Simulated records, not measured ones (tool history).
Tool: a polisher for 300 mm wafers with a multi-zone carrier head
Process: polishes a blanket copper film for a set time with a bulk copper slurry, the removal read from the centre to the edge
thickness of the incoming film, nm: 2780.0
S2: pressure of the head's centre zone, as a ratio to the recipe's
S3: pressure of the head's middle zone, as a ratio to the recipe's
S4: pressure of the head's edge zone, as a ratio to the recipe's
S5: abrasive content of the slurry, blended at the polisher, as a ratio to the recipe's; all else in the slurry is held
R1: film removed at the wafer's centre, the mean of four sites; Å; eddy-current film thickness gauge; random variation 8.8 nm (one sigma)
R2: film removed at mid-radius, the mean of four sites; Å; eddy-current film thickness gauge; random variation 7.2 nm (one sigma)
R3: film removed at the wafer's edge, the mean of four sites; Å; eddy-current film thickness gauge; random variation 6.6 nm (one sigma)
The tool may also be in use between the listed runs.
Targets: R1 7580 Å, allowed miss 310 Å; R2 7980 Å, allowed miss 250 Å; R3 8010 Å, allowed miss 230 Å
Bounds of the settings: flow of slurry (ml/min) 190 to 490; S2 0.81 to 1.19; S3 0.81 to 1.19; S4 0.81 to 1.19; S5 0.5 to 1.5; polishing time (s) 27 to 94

Run 1, hour 0: flow of slurry (ml/min) 315, S2 1, S3 1, S4 1, S5 1, polishing time (s) 60. Result: R1 5749.3 Å, R2 5887.3 Å, R3 5912.4 Å.
Run 2, hour 1.8: flow of slurry (ml/min) 315, S2 1, S3 1.01, S4 1.02, S5 1.05, polishing time (s) 61. Result: R1 6031.1 Å, R2 6114.7 Å, R3 6237.2 Å.
Run 3, hour 6.7: flow of slurry (ml/min) 315, S2 0.93, S3 1.01, S4 1.02, S5 1.05, polishing time (s) 61. Result: R1 5592.1 Å, R2 6080.9 Å, R3 6231.1 Å.
Run 4, hour 8.8: flow of slurry (ml/min) 315, S2 0.93, S3 1.01, S4 1.07, S5 1.05, polishing time (s) 61. Result: R1 5557.4 Å, R2 6167.2 Å, R3 6315.8 Å.
Run 5, hour 10.4: flow of slurry (ml/min) 315, S2 0.94, S3 1.02, S4 1.08, S5 1.1, polishing time (s) 62. Result: R1 5795.6 Å, R2 6379.2 Å, R3 6591.1 Å.
Run 6, hour 14: flow of slurry (ml/min) 315, S2 0.94, S3 1.02, S4 1, S5 1.1, polishing time (s) 62. Result: R1 5722.8 Å, R2 6364.1 Å, R3 6250.4 Å.
Run 7, hour 22.7: flow of slurry (ml/min) 340, S2 1.04, S3 1.11, S4 1.1, S5 1.35, polishing time (s) 66. Result: R1 7286.6 Å, R2 7801 Å, R3 7480 Å.
Run 8, hour 27.2: flow of slurry (ml/min) 340, S2 1.04, S3 1.11, S4 1.1, S5 1.35, polishing time (s) 66. Result: R1 7284.9 Å, R2 7752 Å, R3 7524.3 Å.
Run 9, hour 35.7: flow of slurry (ml/min) 340, S2 1.04, S3 1.11, S4 1.11, S5 1.35, polishing time (s) 66. Result: R1 7203.7 Å, R2 7774.1 Å, R3 7543.2 Å.
Run 10, hour 39.6: flow of slurry (ml/min) 340, S2 1.04, S3 1.11, S4 1.12, S5 1.35, polishing time (s) 66. Result: R1 7343.3 Å, R2 7915 Å, R3 7558 Å.
Run 11, hour 44: flow of slurry (ml/min) 340, S2 1.04, S3 1.1, S4 1.13, S5 1.35, polishing time (s) 66. Result: R1 7353.1 Å, R2 7707.4 Å, R3 7573.9 Å.
Run 12, hour 46.8: flow of slurry (ml/min) 340, S2 1.04, S3 1.1, S4 1.14, S5 1.35, polishing time (s) 66. Result: R1 7362.1 Å, R2 7756.9 Å, R3 7550.9 Å.

Which of these 4 next moves meets every target?
Run A, hour 49.6: flow of slurry (ml/min) 340, S2 1.04, S3 0.99, S4 1.17, S5 1.45, polishing time (s) 67. Result: R1 ?, R2 ?, R3 ?.
Run B, hour 49.6: flow of slurry (ml/min) 345, S2 1.07, S3 0.93, S4 1.19, S5 1.4, polishing time (s) 72. Result: R1 ?, R2 ?, R3 ?.
Run C, hour 49.6: flow of slurry (ml/min) 275, S2 1.05, S3 1.11, S4 1.19, S5 1.15, polishing time (s) 72. Result: R1 ?, R2 ?, R3 ?.
Run D, hour 49.6: flow of slurry (ml/min) 200, S2 1.07, S3 1.17, S4 1.19, S5 1.45, polishing time (s) 65. Result: R1 ?, R2 ?, R3 ?.

move      R1      R2      R3
   A  7571.8    7484  8094.1
   B    8293  7559.4  8691.8
   C  7530.3  8131.4  8061.6
   D  7201.8  8005.2  7631.8
A: brings the result that was furthest off to its target, and leaves another outside
B: takes the result that was furthest off past its target
C: meets every target
D: nearer than the last run, and not there yet
Move C is the one to make.

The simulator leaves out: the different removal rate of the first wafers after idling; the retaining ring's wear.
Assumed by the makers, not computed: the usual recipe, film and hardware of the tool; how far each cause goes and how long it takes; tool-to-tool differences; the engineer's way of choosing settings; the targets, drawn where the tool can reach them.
